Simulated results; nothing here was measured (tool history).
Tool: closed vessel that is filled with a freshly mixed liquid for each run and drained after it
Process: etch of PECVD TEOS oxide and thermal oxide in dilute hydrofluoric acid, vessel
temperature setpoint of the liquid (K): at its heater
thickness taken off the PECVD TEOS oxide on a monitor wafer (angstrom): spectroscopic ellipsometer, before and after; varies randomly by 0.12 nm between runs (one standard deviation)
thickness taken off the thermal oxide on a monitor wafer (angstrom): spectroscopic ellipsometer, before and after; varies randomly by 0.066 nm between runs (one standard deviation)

run  hour  temperature setpoint of the liquid (K)  parts of water to one part of 49 % hydrofluoric acid (parts by volume)  time in the liquid (s)  thickness taken off the PECVD TEOS oxide on a monitor wafer (angstrom)  thickness taken off the thermal oxide on a monitor wafer (angstrom)
  1   0.0                                  294.15                                                                     100                      60                                                                  92.909                                                               23.066
  2   4.6                                  294.15                                                                      80                      60                                                                 117.730                                                               29.670
  3   9.9                                  292.65                                                                      80                      60                                                                 110.690                                                               27.965
  4  15.3                                  294.65                                                                      80                      60                                                                 121.490                                                               30.741
  5  19.9                                  296.65                                                                      80                      60                                                                 130.640                                                               32.709
  6  27.1                                  297.65                                                                      80                      60                                                                 137.020                                                               35.504
  7  31.3                                  298.65                                                                      80                      60                                                                 142.790                                                               37.330

Forecast run 8:
  8  32.2                                  299.15                                                                      80                      60                                                                       ?                                                                    ?

Run 8 yielded thickness taken off the PECVD TEOS oxide on a monitor wafer (angstrom) 144.480, thickness taken off the thermal oxide on a monitor wafer (angstrom) 36.226.

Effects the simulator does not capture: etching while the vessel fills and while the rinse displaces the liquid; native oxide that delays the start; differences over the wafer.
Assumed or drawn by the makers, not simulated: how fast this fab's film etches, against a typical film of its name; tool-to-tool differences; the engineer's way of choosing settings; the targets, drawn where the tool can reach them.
